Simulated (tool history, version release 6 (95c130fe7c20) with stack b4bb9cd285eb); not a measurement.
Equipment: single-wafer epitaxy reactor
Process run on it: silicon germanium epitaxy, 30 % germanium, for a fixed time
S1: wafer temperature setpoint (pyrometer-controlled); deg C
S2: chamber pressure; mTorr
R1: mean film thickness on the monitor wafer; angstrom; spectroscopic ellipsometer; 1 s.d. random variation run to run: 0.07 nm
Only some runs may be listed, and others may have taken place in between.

run 1 day=0.000 | S1=575 S2=21100 | R1=384.59
run 2 day=0.238 | S1=571 S2=21100 | R1=355.77
run 3 day=0.579 | S1=568 S2=21100 | R1=336.36
run 4 day=0.617 | S1=565 S2=21100 | R1=316.86
run 5 day=0.817 | S1=565 S2=23300 | R1=329.07
run 6 day=0.896 | S1=563 S2=23300 | R1=315.41

Forecast run 7:
run 7 day=1.146 | S1=561 S2=23300 | R1=?

{"run 7": {"R1": 302.81}}
